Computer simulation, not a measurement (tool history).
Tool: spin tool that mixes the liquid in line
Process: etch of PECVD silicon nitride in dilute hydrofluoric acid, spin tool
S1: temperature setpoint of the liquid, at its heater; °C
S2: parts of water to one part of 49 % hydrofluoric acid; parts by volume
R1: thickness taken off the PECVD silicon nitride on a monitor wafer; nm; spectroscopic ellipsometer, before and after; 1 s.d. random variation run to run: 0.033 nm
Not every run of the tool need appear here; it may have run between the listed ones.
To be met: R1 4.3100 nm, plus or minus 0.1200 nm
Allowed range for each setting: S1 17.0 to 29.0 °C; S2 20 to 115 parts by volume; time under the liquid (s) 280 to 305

run 1 hour=0.0 | S1=21.0 S2=65 time_under_the_liquid_(s)=280 | R1=6.3771
run 2 hour=1.7 | S1=20.0 S2=65 time_under_the_liquid_(s)=280 | R1=5.9369
run 3 hour=3.4 | S1=21.5 S2=65 time_under_the_liquid_(s)=280 | R1=6.4871
run 4 hour=5.2 | S1=20.5 S2=65 time_under_the_liquid_(s)=280 | R1=6.2313
run 5 hour=8.5 | S1=19.5 S2=70 time_under_the_liquid_(s)=280 | R1=5.3815
run 6 hour=16.1 | S1=19.5 S2=70 time_under_the_liquid_(s)=305 | R1=5.8950
run 7 hour=20.6 | S1=19.0 S2=70 time_under_the_liquid_(s)=305 | R1=5.5895
run 8 hour=24.4 | S1=18.5 S2=70 time_under_the_liquid_(s)=305 | R1=5.4549
run 9 hour=32.0 | S1=18.0 S2=70 time_under_the_liquid_(s)=305 | R1=5.2554
run 10 hour=35.7 | S1=17.5 S2=75 time_under_the_liquid_(s)=305 | R1=4.7917

Which one of the following 4 next-run settings gets every result inside its allowed miss? There is exactly one.
run A hour=39.4 | S1=17.0 S2=85 time_under_the_liquid_(s)=295 | R1=?
run B hour=39.4 | S1=17.0 S2=80 time_under_the_liquid_(s)=280 | R1=?
run C hour=39.4 | S1=17.0 S2=70 time_under_the_liquid_(s)=285 | R1=?
run D hour=39.4 | S1=17.0 S2=75 time_under_the_liquid_(s)=290 | R1=?

move=A R1=3.9427
move=B R1=3.9687
move=C R1=4.5980
move=D R1=4.3759
A: pushes the last run's worst result past its target
B: pushes the last run's worst result past its target
C: gains on the last run, yet a result remains outside its allowed miss
D: each result inside its tolerance
Answer: D

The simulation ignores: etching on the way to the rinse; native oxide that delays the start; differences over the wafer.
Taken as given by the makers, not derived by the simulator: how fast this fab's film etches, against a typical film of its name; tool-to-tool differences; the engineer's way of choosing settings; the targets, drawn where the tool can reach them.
